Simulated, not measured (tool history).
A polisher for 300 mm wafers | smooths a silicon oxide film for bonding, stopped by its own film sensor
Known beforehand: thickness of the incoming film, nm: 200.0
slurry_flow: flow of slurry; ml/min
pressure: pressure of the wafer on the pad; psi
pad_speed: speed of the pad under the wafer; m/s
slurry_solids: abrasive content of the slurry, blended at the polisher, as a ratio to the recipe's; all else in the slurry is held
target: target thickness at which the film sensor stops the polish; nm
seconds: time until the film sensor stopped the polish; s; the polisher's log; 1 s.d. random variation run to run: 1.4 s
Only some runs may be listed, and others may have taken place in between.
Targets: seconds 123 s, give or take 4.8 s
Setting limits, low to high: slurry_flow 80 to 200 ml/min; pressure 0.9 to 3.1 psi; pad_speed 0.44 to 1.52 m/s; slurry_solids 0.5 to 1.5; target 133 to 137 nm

run  hour  slurry_flow  pressure  pad_speed  slurry_solids  target  seconds
  1     0          130         2       0.98              1     137   92.329
  2   5.9          125       1.8       0.98              1     137   107.33
  3   7.9          115       1.8       0.98              1     137    106.3
  4   9.5          115         2       0.98              1     137   97.725
  5  10.3          115         2       1.18              1     137   82.958
  6    12          115         2       1.18           1.15     137   78.132
  7  20.2          110       1.7       1.18           1.15     137    92.14
  8  26.7          105       1.5       1.18           1.15     137   103.39
  9  34.1          100       1.4       1.18           1.15     137   113.17
 10  37.2           95       1.4       1.18           1.15     137   116.08
 11  40.2           90       1.4       1.18           1.15     137   115.91

4 candidate next runs follow, results not yet known. Just one meets every target within its allowed miss. Identify it.
  A  43.2           80       1.4        1.1           1.45     137        ?
  B  43.2           90       1.3        1.3           1.15     137        ?
  C  43.2           95       1.4       1.06            1.2     137        ?
  D  43.2           80       1.1       1.26           1.25     137        ?

move  seconds
   A   116.68
   B   115.35
   C   122.67
   D   137.41
A: closes in on the targets versus the last run, not all within tolerance yet
B: its largest miss is bigger than the last run's
C: all results in spec
D: moves the result that the last run missed by most past its target, out the other side
Go with C: it meets all targets.
